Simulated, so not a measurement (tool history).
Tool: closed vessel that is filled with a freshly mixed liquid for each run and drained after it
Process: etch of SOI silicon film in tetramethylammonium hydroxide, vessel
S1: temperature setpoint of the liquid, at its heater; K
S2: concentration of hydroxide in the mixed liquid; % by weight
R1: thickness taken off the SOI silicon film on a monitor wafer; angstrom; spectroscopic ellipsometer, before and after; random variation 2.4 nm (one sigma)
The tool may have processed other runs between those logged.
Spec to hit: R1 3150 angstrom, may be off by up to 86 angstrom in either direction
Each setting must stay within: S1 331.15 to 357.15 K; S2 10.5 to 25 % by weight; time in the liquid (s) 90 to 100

Run 1, day 0: S1 344.15 K, S2 20 % by weight, time in the liquid (s) 90. Result: R1 6226.2 angstrom.
Run 2, day 0.342: S1 344.15 K, S2 16 % by weight, time in the liquid (s) 90. Result: R1 6869 angstrom.
Run 3, day 0.404: S1 340.65 K, S2 16.5 % by weight, time in the liquid (s) 90. Result: R1 5488.2 angstrom.
Run 4, day 0.742: S1 340.65 K, S2 19 % by weight, time in the liquid (s) 90. Result: R1 5237.9 angstrom.
Run 5, day 0.921: S1 338.65 K, S2 19 % by weight, time in the liquid (s) 90. Result: R1 4636.2 angstrom.
Run 6, day 1.162: S1 337.15 K, S2 19 % by weight, time in the liquid (s) 90. Result: R1 4251.9 angstrom.
At day 1.279: thermometer replaced.
Run 7, day 1.279: S1 335.65 K, S2 19 % by weight, time in the liquid (s) 90. Result: R1 3379.9 angstrom.
Run 8, day 1.425: S1 335.15 K, S2 19 % by weight, time in the liquid (s) 90. Result: R1 3305.6 angstrom.

Exactly one of the 4 candidate moves below puts every result within its allowed miss. Which one?
Run A, day 1.571: S1 335.15 K, S2 20 % by weight, time in the liquid (s) 95. Result: R1 ?.
Run B, day 1.571: S1 335.15 K, S2 19 % by weight, time in the liquid (s) 95. Result: R1 ?.
Run C, day 1.571: S1 334.15 K, S2 20 % by weight, time in the liquid (s) 95. Result: R1 ?.
Run D, day 1.571: S1 335.15 K, S2 18.5 % by weight, time in the liquid (s) 95. Result: R1 ?.

move      R1
   A  3387.7
   B  3467.5
   C  3184.9
   D  3507.4
A: its largest miss is bigger than the last run's
B: its largest miss is bigger than the last run's
C: in spec on every target
D: its largest miss is bigger than the last run's
C is the move that brings every result within its allowed miss.

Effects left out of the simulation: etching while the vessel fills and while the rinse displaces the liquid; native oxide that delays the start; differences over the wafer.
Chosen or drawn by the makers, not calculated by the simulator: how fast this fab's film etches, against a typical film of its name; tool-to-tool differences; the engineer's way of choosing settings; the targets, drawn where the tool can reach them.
